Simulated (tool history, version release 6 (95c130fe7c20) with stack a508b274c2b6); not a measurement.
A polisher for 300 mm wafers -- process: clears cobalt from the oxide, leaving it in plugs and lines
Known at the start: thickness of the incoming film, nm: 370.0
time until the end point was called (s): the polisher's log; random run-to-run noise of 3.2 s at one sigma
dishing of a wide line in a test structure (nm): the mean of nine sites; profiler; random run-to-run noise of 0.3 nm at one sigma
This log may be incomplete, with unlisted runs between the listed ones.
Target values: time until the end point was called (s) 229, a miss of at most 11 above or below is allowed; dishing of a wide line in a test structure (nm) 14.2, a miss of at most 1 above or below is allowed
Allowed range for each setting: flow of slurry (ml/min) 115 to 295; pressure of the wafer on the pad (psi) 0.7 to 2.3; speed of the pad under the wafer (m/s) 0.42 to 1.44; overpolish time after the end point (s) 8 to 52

| run | hour | flow of slurry (ml/min) | pressure of the wafer on the pad (psi) | speed of the pad under the wafer (m/s) | overpolish time after the end point (s) | time until the end point was called (s) | dishing of a wide line in a test structure (nm) |
|---|---|---|---|---|---|---|---|
| 1 | 0 | 190 | 1.5 | 0.92 | 26 | 128.05 | 43.092 |
| 2 | 7.7 | 180 | 1.3 | 0.86 | 20 | 162.61 | 33.069 |
| 3 | 13.8 | 160 | 1.1 | 0.88 | 16 | 185.68 | 24.953 |
| 4 | 19.4 | 145 | 1 | 0.92 | 13 | 196.42 | 19.524 |
| 5 | 25.3 | 125 | 1 | 0.92 | 13 | 203.29 | 19.502 |
| 6 | 27.5 | 120 | 0.9 | 0.94 | 11 | 220.48 | 15.975 |
| 7 | 31 | 120 | 0.8 | 0.96 | 8 | 244.76 | 11.253 |
| 8 | 34 | 120 | 0.8 | 0.94 | 8 | 247.82 | 10.613 |
| 9 | 36.5 | 120 | 0.8 | 0.92 | 9 | 252.02 | 11.96 |
| 10 | 43.4 | 125 | 1 | 0.9 | 15 | 206.8 | 22.481 |
| 11 | 46.9 | 150 | 0.9 | 0.9 | 15 | 227.78 | 19.888 |
| 12 | 53 | 150 | 0.9 | 0.94 | 14 | 207.25 | 20.983 |
| 13 | 55.9 | 145 | 0.9 | 0.92 | 12 | 221.8 | 17.406 |
| 14 | 61.7 | 140 | 0.9 | 0.92 | 11 | 225.06 | 16.039 |

Consider the 4 candidate settings below. Which is the only one whose results all fall within their allowed miss of target?
| A | 67.5 | 140 | 0.8 | 0.96 | 13 | ? | ? |
| B | 67.5 | 120 | 1 | 0.88 | 13 | ? | ? |
| C | 67.5 | 120 | 1 | 0.84 | 10 | ? | ? |
| D | 67.5 | 120 | 1.1 | 0.78 | 13 | ? | ? |

| move | time until the end point was called (s) | dishing of a wide line in a test structure (nm) |
|---|---|---|
| A | 235.96 | 17.206 |
| B | 213.8 | 18.674 |
| C | 223.64 | 14.372 |
| D | 219.29 | 18.287 |
A: lands further from the targets than the last run did
B: lands further from the targets than the last run did
C: all results in spec
D: lands further from the targets than the last run did
Go with C: it meets all targets.
